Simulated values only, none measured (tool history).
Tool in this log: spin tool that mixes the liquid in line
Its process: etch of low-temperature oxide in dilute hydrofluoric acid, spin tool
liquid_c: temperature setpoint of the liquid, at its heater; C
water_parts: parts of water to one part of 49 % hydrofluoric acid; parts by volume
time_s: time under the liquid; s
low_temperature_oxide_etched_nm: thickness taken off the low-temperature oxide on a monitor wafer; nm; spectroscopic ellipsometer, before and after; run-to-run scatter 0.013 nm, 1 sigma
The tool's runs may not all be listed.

run    day  liquid_c  water_parts  time_s  low_temperature_oxide_etched_nm
  1  0.000      22.0          230      65                           2.7807
  2  0.200      21.5          230      65                           2.7477
  3  0.254      21.5          230      45                           1.8776
  4  0.554      21.5          230      65                           2.7162
  5  0.704      21.5          160      65                           4.1968
  6  0.850      24.5          160      65                           4.6677
  7  1.046      23.0          175      65                           3.9963
  8  1.079      21.5          185      65                           3.5483
  9  1.300      20.5          190      65                           3.3070
 10  1.575      20.5          190      65                           3.3211
 11  1.729      19.5          195      65                           3.0385
 12  2.025      19.0          200      65                           2.9202

Expected results for the next run?
 13  2.183      18.5          205      65                                ?

low_temperature_oxide_etched_nm: 2.7938 nm

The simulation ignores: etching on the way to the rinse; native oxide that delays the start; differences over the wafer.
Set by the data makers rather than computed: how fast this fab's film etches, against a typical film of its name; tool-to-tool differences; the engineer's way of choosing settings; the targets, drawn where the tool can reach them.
